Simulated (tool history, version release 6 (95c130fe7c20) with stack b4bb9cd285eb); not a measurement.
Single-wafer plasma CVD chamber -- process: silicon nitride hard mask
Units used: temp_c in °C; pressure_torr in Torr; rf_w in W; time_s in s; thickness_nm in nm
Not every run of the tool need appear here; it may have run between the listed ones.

run	hour	temp_c	pressure_torr	rf_w	time_s	thickness_nm
1	0	420	1.66	250	22.5	23.167
2	4.6	420	1.66	265	22.5	24.384
3	13.4	428	1.66	265	22.5	24.288
4	21.6	428	1.93	265	22.5	25.878
5	22.8	428	1.93	235	22.5	22.887
6	25	428	2.2	235	22.5	23.964
7	33.6	428	2.13	230	22.5	23.078
8	37.2	428	2.08	230	22.5	22.976
9	42.3	428	2.03	230	22.5	22.748
10	47.2	428	1.98	230	22.5	22.655
11	49.1	428	1.94	230	22.5	22.472
12	57.6	428	1.9	230	22.5	22.307
13	63.4	428	1.86	230	22.5	22.262
14	70.1	428	1.83	230	22.5	22.017
15	75.3	428	1.83	230	22.5	21.848
16	83.3	428	1.8	230	22.5	21.727
17	85.5	428	1.77	230	22.5	21.651
18	91.9	428	1.75	230	22.5	21.557
19	98.9	428	1.73	230	22.5	21.571

Forecast run 20:
20	102.9	428	1.71	230	22.5	?

thickness_nm: 21.483 nm
